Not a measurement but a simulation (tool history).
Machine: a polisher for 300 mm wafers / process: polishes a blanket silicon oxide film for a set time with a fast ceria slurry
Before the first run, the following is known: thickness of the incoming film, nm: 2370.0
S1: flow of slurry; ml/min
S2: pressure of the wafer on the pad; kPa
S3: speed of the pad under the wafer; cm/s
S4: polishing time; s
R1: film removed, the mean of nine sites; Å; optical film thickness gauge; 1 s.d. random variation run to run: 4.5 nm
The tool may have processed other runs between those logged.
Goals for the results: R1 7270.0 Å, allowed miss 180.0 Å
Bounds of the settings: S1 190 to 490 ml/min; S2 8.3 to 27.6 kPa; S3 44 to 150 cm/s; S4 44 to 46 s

Run 1, hour 0.0: S1 315 ml/min, S2 17.9 kPa, S3 96 cm/s, S4 44 s. Result: R1 6082.2 Å.
Run 2, hour 0.6: S1 350 ml/min, S2 17.9 kPa, S3 96 cm/s, S4 44 s. Result: R1 6138.8 Å.
Run 3, hour 1.3: S1 350 ml/min, S2 18.6 kPa, S3 96 cm/s, S4 44 s. Result: R1 6339.5 Å.
Run 4, hour 4.1: S1 350 ml/min, S2 20.7 kPa, S3 96 cm/s, S4 44 s. Result: R1 7036.3 Å.
Run 5, hour 12.1: S1 350 ml/min, S2 17.9 kPa, S3 96 cm/s, S4 44 s. Result: R1 6102.4 Å.
Run 6, hour 15.1: S1 350 ml/min, S2 17.9 kPa, S3 96 cm/s, S4 44 s. Result: R1 6113.4 Å.
Run 7, hour 17.3: S1 350 ml/min, S2 18.6 kPa, S3 96 cm/s, S4 44 s. Result: R1 6385.2 Å.
Run 8, hour 22.1: S1 355 ml/min, S2 19.3 kPa, S3 96 cm/s, S4 44 s. Result: R1 6654.9 Å.

Exercise: of the 5 proposed moves below, exactly one satisfies all targets within the stated allowed misses. Which move is it?
Run A, hour 26.9: S1 335 ml/min, S2 20.0 kPa, S3 82 cm/s, S4 44 s. Result: R1 ?.
Run B, hour 26.9: S1 355 ml/min, S2 18.6 kPa, S3 86 cm/s, S4 44 s. Result: R1 ?.
Run C, hour 26.9: S1 345 ml/min, S2 20.7 kPa, S3 94 cm/s, S4 46 s. Result: R1 ?.
Run D, hour 26.9: S1 305 ml/min, S2 18.6 kPa, S3 96 cm/s, S4 44 s. Result: R1 ?.
Run E, hour 26.9: S1 280 ml/min, S2 15.9 kPa, S3 112 cm/s, S4 44 s. Result: R1 ?.

move      R1
   A  5869.6
   B  5750.4
   C  7248.8
   D  6347.1
   E  6284.2
A: its largest miss is bigger than the last run's
B: its largest miss is bigger than the last run's
C: meets every target
D: its largest miss is bigger than the last run's
E: its largest miss is bigger than the last run's
The right move is C.
